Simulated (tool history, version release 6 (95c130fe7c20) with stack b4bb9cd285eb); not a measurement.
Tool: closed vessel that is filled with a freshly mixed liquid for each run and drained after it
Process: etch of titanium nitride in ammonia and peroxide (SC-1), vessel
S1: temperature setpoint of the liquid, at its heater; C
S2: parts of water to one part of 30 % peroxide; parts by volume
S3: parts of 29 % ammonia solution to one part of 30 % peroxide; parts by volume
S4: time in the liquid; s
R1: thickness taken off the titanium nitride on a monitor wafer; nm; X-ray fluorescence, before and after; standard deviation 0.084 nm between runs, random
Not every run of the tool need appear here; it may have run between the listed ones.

| run | hour | S1 | S2 | S3 | S4 | R1 |
|---|---|---|---|---|---|---|
| 1 | 0 | 57 | 11 | 0.55 | 245 | 32.349 |
| 2 | 6.9 | 64 | 11 | 0.55 | 245 | 50.715 |
| 3 | 15.5 | 61 | 11 | 0.55 | 245 | 41.523 |
| 4 | 17.2 | 59 | 11 | 0.55 | 245 | 36.644 |
| 5 | 18.8 | 57 | 11 | 0.55 | 245 | 32.3 |
| 6 | 23.8 | 53 | 11 | 0.55 | 245 | 24.775 |
| 7 | 27.6 | 52.5 | 11 | 0.55 | 245 | 23.62 |

Predict the results of run 8:
| 8 | 35.2 | 52 | 11 | 0.55 | 245 | ? |

{"run 8": {"R1": 22.987}}
